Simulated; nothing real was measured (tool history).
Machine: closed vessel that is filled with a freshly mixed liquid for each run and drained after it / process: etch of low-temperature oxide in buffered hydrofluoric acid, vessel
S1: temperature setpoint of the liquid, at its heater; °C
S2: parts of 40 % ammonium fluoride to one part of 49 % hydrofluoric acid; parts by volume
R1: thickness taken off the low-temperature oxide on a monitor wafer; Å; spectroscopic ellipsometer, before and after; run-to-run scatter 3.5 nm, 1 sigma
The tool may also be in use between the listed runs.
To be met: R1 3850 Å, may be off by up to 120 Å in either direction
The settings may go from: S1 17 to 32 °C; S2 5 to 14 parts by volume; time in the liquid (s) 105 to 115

run 1 hour=0 | S1=25 S2=8.5 time_in_the_liquid_(s)=105 | R1=5318.6
run 2 hour=6.2 | S1=23.5 S2=8.5 time_in_the_liquid_(s)=105 | R1=4903.5
run 3 hour=15.1 | S1=22.5 S2=8.5 time_in_the_liquid_(s)=105 | R1=4701.8
run 4 hour=19.1 | S1=22.5 S2=8.5 time_in_the_liquid_(s)=115 | R1=5065.7
run 5 hour=22.6 | S1=21.5 S2=8.5 time_in_the_liquid_(s)=115 | R1=4784.3
run 6 hour=28.4 | S1=21.5 S2=8.5 time_in_the_liquid_(s)=105 | R1=4436.7
run 7 hour=36.4 | S1=21 S2=8.5 time_in_the_liquid_(s)=105 | R1=4330.6
run 8 hour=44 | S1=20.5 S2=8.5 time_in_the_liquid_(s)=105 | R1=4169.3
run 9 hour=48.7 | S1=20 S2=8.5 time_in_the_liquid_(s)=105 | R1=4111.2

Of the 4 settings listed for the next run, only one would bring every result within its allowed miss of target. Which one?
run A hour=53.4 | S1=19.5 S2=9 time_in_the_liquid_(s)=110 | R1=?
run B hour=53.4 | S1=17.5 S2=8.5 time_in_the_liquid_(s)=105 | R1=?
run C hour=53.4 | S1=22 S2=11 time_in_the_liquid_(s)=105 | R1=?
run D hour=53.4 | S1=18 S2=7.5 time_in_the_liquid_(s)=115 | R1=?

move=A R1=3856.6
move=B R1=3498.5
move=C R1=3608.7
move=D R1=4514.7
A: all results land within tolerance of their targets
B: the result that was furthest off in the last run now lies on the other side of its target
C: the result that was furthest off in the last run now lies on the other side of its target
D: the biggest miss grows against the last run
Go with A: it meets all targets.
